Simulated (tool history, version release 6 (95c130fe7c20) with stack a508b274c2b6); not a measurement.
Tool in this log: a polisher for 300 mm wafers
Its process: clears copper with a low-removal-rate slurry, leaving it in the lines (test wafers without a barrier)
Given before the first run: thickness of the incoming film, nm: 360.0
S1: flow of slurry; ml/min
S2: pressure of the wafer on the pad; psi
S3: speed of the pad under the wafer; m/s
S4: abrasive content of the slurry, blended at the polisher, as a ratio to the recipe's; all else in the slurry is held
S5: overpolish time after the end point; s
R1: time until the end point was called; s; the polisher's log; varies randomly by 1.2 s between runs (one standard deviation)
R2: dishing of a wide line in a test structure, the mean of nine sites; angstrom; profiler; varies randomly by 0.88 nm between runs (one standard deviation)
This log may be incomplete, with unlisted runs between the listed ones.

run  hour   S1   S2    S3   S4  S5       R1      R2
  1   0.0  245  3.0  1.30  1.0  11   96.302  323.82
  2   7.7  190  3.0  1.30  1.0  11  100.630  302.76
  3   9.9  165  3.0  1.30  1.0  11  100.920  307.34
  4  13.6  165  3.4  1.32  1.0  12   88.389  369.75
  5  19.2  165  3.4  1.32  1.0   8   90.975  256.48
  6  24.8  165  3.4  1.18  1.0   8   99.824  234.72
  7  32.4  165  3.4  1.18  1.0   8   96.987  230.51
  8  37.8  160  3.5  1.34  1.0  10   87.533  334.75
  9  46.5  155  3.8  1.36  1.0  11   78.392  377.08
 10  49.9  150  3.9  1.40  1.0  12   71.164  441.18
 11  56.9  150  3.9  1.42  1.0  13   73.299  456.65

Run 12 is up next; what results do you expect?
 12  61.8  150  4.0  1.44  1.0  14   ?   ?

{"run 12": {"R1": 70.064, "R2": 510.06}}

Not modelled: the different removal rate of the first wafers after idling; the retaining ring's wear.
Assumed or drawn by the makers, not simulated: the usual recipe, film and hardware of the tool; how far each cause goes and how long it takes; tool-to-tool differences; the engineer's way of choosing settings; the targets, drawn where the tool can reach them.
